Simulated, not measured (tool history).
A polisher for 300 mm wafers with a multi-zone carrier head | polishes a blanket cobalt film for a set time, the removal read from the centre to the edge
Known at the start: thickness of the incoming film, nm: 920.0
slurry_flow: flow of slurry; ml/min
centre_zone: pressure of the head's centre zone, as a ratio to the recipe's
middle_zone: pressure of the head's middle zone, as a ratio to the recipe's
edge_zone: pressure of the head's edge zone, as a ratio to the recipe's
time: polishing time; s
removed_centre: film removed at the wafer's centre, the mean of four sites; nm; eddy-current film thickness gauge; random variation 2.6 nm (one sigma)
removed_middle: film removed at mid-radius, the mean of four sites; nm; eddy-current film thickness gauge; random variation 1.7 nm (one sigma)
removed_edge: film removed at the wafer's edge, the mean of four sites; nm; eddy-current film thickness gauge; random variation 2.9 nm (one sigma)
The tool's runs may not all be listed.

{"run": 1, "hour": 0.0, "slurry_flow": 150, "centre_zone": 1.0, "middle_zone": 1.0, "edge_zone": 1.0, "time": 64, "removed_centre": 274.57, "removed_middle": 268.96, "removed_edge": 274.55}
{"run": 2, "hour": 6.0, "slurry_flow": 150, "centre_zone": 1.0, "middle_zone": 1.0, "edge_zone": 1.0, "time": 54, "removed_centre": 235.82, "removed_middle": 225.31, "removed_edge": 231.77}
{"run": 3, "hour": 11.7, "slurry_flow": 120, "centre_zone": 1.0, "middle_zone": 1.0, "edge_zone": 1.0, "time": 54, "removed_centre": 218.72, "removed_middle": 216.14, "removed_edge": 223.11}
{"run": 4, "hour": 18.4, "slurry_flow": 120, "centre_zone": 1.0, "middle_zone": 1.0, "edge_zone": 1.06, "time": 54, "removed_centre": 223.13, "removed_middle": 216.27, "removed_edge": 233.87}
{"run": 5, "hour": 20.1, "slurry_flow": 120, "centre_zone": 0.92, "middle_zone": 1.0, "edge_zone": 1.06, "time": 54, "removed_centre": 207.42, "removed_middle": 213.55, "removed_edge": 235.3}
{"run": 6, "hour": 21.3, "slurry_flow": 120, "centre_zone": 0.92, "middle_zone": 0.95, "edge_zone": 1.06, "time": 54, "removed_centre": 205.41, "removed_middle": 206.64, "removed_edge": 227.68}
{"run": 7, "hour": 26.7, "slurry_flow": 125, "centre_zone": 0.92, "middle_zone": 0.96, "edge_zone": 1.04, "time": 54, "removed_centre": 204.05, "removed_middle": 207.44, "removed_edge": 234.01}
{"run": 8, "hour": 27.7, "slurry_flow": 130, "centre_zone": 0.93, "middle_zone": 0.97, "edge_zone": 1.02, "time": 54, "removed_centre": 205.24, "removed_middle": 211.39, "removed_edge": 229.34}

Run 9 comes next. What will it give?
{"run": 9, "hour": 33.1, "slurry_flow": 135, "centre_zone": 0.94, "middle_zone": 0.98, "edge_zone": 1.01, "time": 54, "removed_centre": "?", "removed_middle": "?", "removed_edge": "?"}

removed_centre: 217.95 nm
removed_middle: 218.53 nm
removed_edge: 233.38 nm
